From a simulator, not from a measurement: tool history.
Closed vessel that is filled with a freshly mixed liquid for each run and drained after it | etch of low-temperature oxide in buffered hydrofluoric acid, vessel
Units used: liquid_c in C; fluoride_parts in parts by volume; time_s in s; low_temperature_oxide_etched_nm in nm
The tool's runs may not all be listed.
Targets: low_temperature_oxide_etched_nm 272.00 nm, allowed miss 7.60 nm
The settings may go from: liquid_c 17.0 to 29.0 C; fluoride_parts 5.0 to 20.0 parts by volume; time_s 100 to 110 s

run	day	liquid_c	fluoride_parts	time_s	low_temperature_oxide_etched_nm
1	0.000	21.0	12.0	100	308.14
2	0.138	20.5	12.0	100	300.31
3	0.358	20.0	12.0	100	292.02
4	0.571	22.0	12.0	100	329.42
5	0.617	22.0	9.0	100	420.77
6	0.950	20.5	9.5	100	373.90
7	1.246	19.5	10.0	100	340.63
8	1.292	18.5	10.5	100	306.23
9	1.546	18.0	10.5	100	294.57

Which single option among these 4 for the next run brings every result within its allowed miss of target? Just one does.
A	1.800	17.0	12.0	110	?
B	1.800	18.5	10.0	100	?
C	1.800	18.0	9.0	100	?
D	1.800	17.0	10.0	100	?

move	low_temperature_oxide_etched_nm
A	272.03
B	321.77
C	334.25
D	295.47
A: every result within its allowed miss
B: moves away from the targets compared with the last run
C: moves away from the targets compared with the last run
D: just as far off the targets as the last run
Correct choice: A, which meets every target

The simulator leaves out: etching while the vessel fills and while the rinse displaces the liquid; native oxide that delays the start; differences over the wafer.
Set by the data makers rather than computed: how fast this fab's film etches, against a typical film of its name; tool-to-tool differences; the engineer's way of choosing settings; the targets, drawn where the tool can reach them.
